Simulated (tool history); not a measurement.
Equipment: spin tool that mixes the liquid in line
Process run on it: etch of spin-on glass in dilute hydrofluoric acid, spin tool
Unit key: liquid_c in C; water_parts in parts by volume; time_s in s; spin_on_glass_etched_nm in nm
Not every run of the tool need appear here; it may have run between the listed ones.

| run | day | liquid_c | water_parts | time_s | spin_on_glass_etched_nm |
|---|---|---|---|---|---|
| 1 | 0 | 22 | 70 | 15 | 7.1848 |
| 2 | 0.042 | 23.5 | 65 | 15 | 8.4732 |
| 3 | 0.125 | 23.5 | 80 | 15 | 6.6379 |
| 4 | 0.412 | 23.5 | 70 | 15 | 7.6064 |
| 5 | 0.638 | 25 | 65 | 15 | 8.8331 |
| 6 | 0.904 | 25 | 45 | 15 | 13.075 |
| 7 | 1.121 | 25.5 | 45 | 15 | 13.636 |

Expected results for the next run?
| 8 | 1.396 | 26 | 45 | 15 | ? |

Logged for run 8: spin_on_glass_etched_nm 13.984 nm.
